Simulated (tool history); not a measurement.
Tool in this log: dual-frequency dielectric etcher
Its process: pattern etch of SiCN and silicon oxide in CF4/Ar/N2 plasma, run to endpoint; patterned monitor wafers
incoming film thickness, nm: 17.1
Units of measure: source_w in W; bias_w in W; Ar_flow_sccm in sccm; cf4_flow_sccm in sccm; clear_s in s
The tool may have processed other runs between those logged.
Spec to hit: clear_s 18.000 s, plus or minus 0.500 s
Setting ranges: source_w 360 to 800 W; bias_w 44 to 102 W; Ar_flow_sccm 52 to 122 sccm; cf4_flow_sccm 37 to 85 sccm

run,hour,source_w,bias_w,Ar_flow_sccm,cf4_flow_sccm,clear_s
1,0.0,580,73,87,61,15.670
2,7.0,580,73,87,67,15.465
3,8.7,580,73,87,59,15.863
4,12.3,560,73,87,59,16.090
5,16.8,560,81,87,59,15.493
6,17.4,560,81,87,67,15.348
7,19.2,530,80,87,67,15.983
8,20.7,510,79,87,67,16.572

Which single option among these 4 for the next run brings every result within its allowed miss of target? Just one does.
A,22.2,540,78,89,74,?
B,22.2,390,74,79,65,?
C,22.2,540,78,84,67,?
D,22.2,450,80,93,72,?

move,clear_s
A,15.934
B,19.886
C,15.950
D,18.055
A: lands further from the targets than the last run did
B: carries the result that was furthest off beyond its target, to the other side
C: lands further from the targets than the last run did
D: all results in spec
Answer: D
